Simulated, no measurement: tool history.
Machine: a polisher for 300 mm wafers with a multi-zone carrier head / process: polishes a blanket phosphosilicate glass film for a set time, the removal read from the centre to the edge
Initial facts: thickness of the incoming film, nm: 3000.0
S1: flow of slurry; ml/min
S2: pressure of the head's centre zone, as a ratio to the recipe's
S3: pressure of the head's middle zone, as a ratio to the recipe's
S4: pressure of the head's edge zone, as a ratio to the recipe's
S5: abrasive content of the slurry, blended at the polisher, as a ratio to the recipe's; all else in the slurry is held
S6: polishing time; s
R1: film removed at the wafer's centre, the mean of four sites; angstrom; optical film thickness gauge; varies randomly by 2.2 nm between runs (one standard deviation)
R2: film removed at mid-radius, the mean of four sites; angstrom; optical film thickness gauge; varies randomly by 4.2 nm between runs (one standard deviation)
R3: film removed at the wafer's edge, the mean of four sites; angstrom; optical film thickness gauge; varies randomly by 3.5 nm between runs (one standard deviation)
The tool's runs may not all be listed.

| run | hour | S1 | S2 | S3 | S4 | S5 | S6 | R1 | R2 | R3 |
|---|---|---|---|---|---|---|---|---|---|---|
| 1 | 0.0 | 185 | 1.00 | 1.00 | 1.00 | 1.00 | 42 | 4986.0 | 5041.7 | 5072.6 |
| 2 | 5.6 | 180 | 0.98 | 0.99 | 0.98 | 0.95 | 42 | 4766.6 | 4753.9 | 4894.5 |
| 3 | 8.6 | 180 | 0.98 | 0.99 | 0.98 | 1.15 | 42 | 5211.5 | 5216.5 | 5356.3 |
| 4 | 17.3 | 205 | 0.98 | 0.99 | 0.98 | 1.15 | 42 | 5336.7 | 5214.3 | 5537.8 |
| 5 | 25.7 | 205 | 0.98 | 1.03 | 0.98 | 1.15 | 42 | 5356.0 | 5544.8 | 5416.0 |
| 6 | 28.4 | 205 | 0.98 | 1.03 | 1.05 | 1.15 | 42 | 5384.3 | 5563.2 | 5513.4 |
| 7 | 37.3 | 195 | 0.96 | 1.02 | 1.04 | 1.05 | 41 | 4911.7 | 5090.6 | 5271.4 |
| 8 | 43.5 | 185 | 0.95 | 1.02 | 1.02 | 0.95 | 40 | 4507.9 | 4708.5 | 4750.1 |
| 9 | 47.6 | 135 | 0.85 | 0.96 | 1.02 | 0.70 | 39 | 3111.7 | 3517.9 | 3869.4 |
| 10 | 53.7 | 135 | 0.85 | 0.96 | 1.00 | 0.70 | 39 | 3114.1 | 3512.5 | 3874.9 |
| 11 | 62.2 | 135 | 0.85 | 0.97 | 0.98 | 0.70 | 39 | 3135.5 | 3626.5 | 3764.4 |
| 12 | 68.6 | 120 | 0.84 | 0.94 | 0.92 | 0.65 | 39 | 2836.6 | 3313.0 | 3433.1 |
| 13 | 74.3 | 125 | 0.84 | 0.94 | 0.92 | 0.65 | 39 | 2887.3 | 3305.3 | 3454.6 |
| 14 | 75.6 | 130 | 0.84 | 0.94 | 0.92 | 0.65 | 39 | 2898.0 | 3280.5 | 3491.0 |
| 15 | 80.2 | 130 | 0.84 | 0.95 | 0.92 | 0.65 | 39 | 2906.7 | 3382.8 | 3462.3 |
|  | 86.3 | worn pad replaced by a new one |
| 16 | 86.3 | 135 | 0.84 | 0.95 | 0.92 | 0.65 | 39 | 3171.0 | 3506.2 | 3764.5 |
| 17 | 87.5 | 130 | 0.85 | 0.97 | 0.92 | 0.65 | 39 | 3172.6 | 3661.1 | 3764.1 |

What will run 18 give?
| 18 | 95.9 | 130 | 0.85 | 0.97 | 0.91 | 0.65 | 39 | ? | ? | ? |

{"run 18": {"R1": 3203.0, "R2": 3610.4, "R3": 3812.8}}
